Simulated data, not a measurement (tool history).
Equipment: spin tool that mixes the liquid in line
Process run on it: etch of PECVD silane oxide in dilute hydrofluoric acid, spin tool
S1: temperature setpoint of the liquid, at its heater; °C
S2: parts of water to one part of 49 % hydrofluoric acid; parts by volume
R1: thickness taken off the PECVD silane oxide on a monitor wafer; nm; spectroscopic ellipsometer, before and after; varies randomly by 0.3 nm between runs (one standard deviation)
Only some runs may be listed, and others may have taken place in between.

{"run": 1, "hour": 0.0, "S1": 25.0, "S2": 155, "time under the liquid (s)": 50, "R1": 17.809}
{"run": 2, "hour": 8.1, "S1": 25.0, "S2": 125, "time under the liquid (s)": 50, "R1": 23.345}
{"run": 3, "hour": 15.7, "S1": 25.0, "S2": 150, "time under the liquid (s)": 50, "R1": 18.728}
{"run": 4, "hour": 20.8, "S1": 23.0, "S2": 150, "time under the liquid (s)": 50, "R1": 17.618}
{"run": 5, "hour": 27.0, "S1": 23.0, "S2": 205, "time under the liquid (s)": 50, "R1": 12.052}
{"run": 6, "hour": 27.8, "S1": 20.5, "S2": 205, "time under the liquid (s)": 50, "R1": 10.946}
{"run": 7, "hour": 31.2, "S1": 23.5, "S2": 175, "time under the liquid (s)": 50, "R1": 14.814}

Run 8 is up next; what results do you expect?
{"run": 8, "hour": 35.7, "S1": 23.5, "S2": 175, "time under the liquid (s)": 50, "R1": "?"}

Run 8 came out at R1 14.790 nm.

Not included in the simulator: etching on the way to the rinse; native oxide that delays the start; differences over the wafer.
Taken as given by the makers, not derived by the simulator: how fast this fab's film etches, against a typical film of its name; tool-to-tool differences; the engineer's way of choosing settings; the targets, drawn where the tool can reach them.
